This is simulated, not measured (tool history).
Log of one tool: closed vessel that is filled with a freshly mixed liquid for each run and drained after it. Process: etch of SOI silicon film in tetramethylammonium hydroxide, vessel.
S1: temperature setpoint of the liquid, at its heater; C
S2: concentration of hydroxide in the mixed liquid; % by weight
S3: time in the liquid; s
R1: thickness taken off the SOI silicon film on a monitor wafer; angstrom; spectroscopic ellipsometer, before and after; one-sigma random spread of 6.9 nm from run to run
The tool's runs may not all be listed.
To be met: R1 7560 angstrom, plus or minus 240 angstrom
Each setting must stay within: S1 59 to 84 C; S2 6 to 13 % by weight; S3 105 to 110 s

run 1 day=0 | S1=72 S2=9 S3=105 | R1=9346.9
run 2 day=0.379 | S1=71.5 S2=9 S3=105 | R1=8957.3
run 3 day=0.625 | S1=71 S2=9 S3=105 | R1=8949.5
run 4 day=0.758 | S1=75 S2=9 S3=105 | R1=10904
run 5 day=0.904 | S1=74 S2=9 S3=105 | R1=10500
run 6 day=0.975 | S1=74 S2=9 S3=105 | R1=10423
-- day=1.246 hydroxide flow meter replaced
run 7 day=1.246 | S1=74 S2=9 S3=105 | R1=10572
run 8 day=1.408 | S1=73 S2=9 S3=105 | R1=9985.4
run 9 day=1.596 | S1=73 S2=9 S3=105 | R1=10214
run 10 day=1.946 | S1=72 S2=9 S3=105 | R1=9503.8
run 11 day=2.025 | S1=71.5 S2=9 S3=105 | R1=9296.8
run 12 day=2.146 | S1=67 S2=9 S3=105 | R1=7182.6
run 13 day=2.3 | S1=67.5 S2=9 S3=105 | R1=7305

4 next moves are on the table. One of them brings every result within its allowed miss. Which?
run A day=2.454 | S1=66.5 S2=9 S3=105 | R1=?
run B day=2.454 | S1=68.5 S2=8.5 S3=110 | R1=?
run C day=2.454 | S1=67.5 S2=9.5 S3=110 | R1=?
run D day=2.454 | S1=68.5 S2=9.5 S3=110 | R1=?

move=A R1=6912.1
move=B R1=8322.4
move=C R1=7531.6
move=D R1=7992.5
A: misses by more than the last run did
B: pushes the last run's worst result past its target
C: hits every target within its allowed miss
D: pushes the last run's worst result past its target
Correct choice: C, which meets every target
